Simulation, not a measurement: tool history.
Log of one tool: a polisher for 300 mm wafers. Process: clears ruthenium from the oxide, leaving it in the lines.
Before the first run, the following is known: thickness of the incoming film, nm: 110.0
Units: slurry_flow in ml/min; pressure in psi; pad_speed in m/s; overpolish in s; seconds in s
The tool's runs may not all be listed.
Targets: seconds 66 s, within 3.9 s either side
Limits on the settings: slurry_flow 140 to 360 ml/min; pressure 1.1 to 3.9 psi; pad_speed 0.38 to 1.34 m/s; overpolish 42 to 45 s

| run | hour | slurry_flow | pressure | pad_speed | overpolish | seconds |
|---|---|---|---|---|---|---|
| 1 | 0 | 230 | 2.5 | 0.86 | 42 | 83.199 |
| 2 | 1.3 | 175 | 2.5 | 0.86 | 42 | 86.151 |
| 3 | 9.4 | 140 | 2.5 | 0.86 | 42 | 88.485 |
| 4 | 13.7 | 140 | 2.6 | 0.86 | 42 | 85.821 |
| 5 | 19.9 | 140 | 2.6 | 0.86 | 45 | 85.706 |
| 6 | 28.2 | 140 | 2.2 | 0.86 | 45 | 98.834 |
| 7 | 30.6 | 140 | 2.4 | 0.86 | 45 | 91.074 |
| 8 | 31.3 | 140 | 2.4 | 0.86 | 45 | 89.699 |
| 9 | 35.6 | 140 | 2.6 | 0.86 | 45 | 84.25 |
| 10 | 36.5 | 140 | 2.7 | 0.86 | 45 | 83.607 |
| 11 | 41.7 | 140 | 2.8 | 0.86 | 45 | 78.737 |
| 12 | 46.8 | 140 | 2.9 | 0.86 | 45 | 74.405 |
| 13 | 49 | 140 | 3 | 0.86 | 45 | 71.43 |
| 14 | 55.8 | 140 | 3.1 | 0.86 | 45 | 72.458 |
| 15 | 60.5 | 140 | 3.1 | 0.86 | 45 | 68.424 |

Exercise: of the 5 proposed moves below, exactly one satisfies all targets within the stated allowed misses. Which move is it?
| A | 65.2 | 195 | 3.3 | 0.86 | 45 | ? |
| B | 65.2 | 140 | 2.9 | 0.86 | 42 | ? |
| C | 65.2 | 180 | 3 | 0.82 | 44 | ? |
| D | 65.2 | 160 | 2.9 | 0.86 | 45 | ? |
| E | 65.2 | 140 | 2.8 | 0.88 | 45 | ? |

| move | seconds |
|---|---|
| A | 67.158 |
| B | 78.248 |
| C | 77.68 |
| D | 77.399 |
| E | 79.181 |
A: each result inside its tolerance
B: misses by more than the last run did
C: misses by more than the last run did
D: misses by more than the last run did
E: misses by more than the last run did
So the answer is move A, the one that meets all the targets.
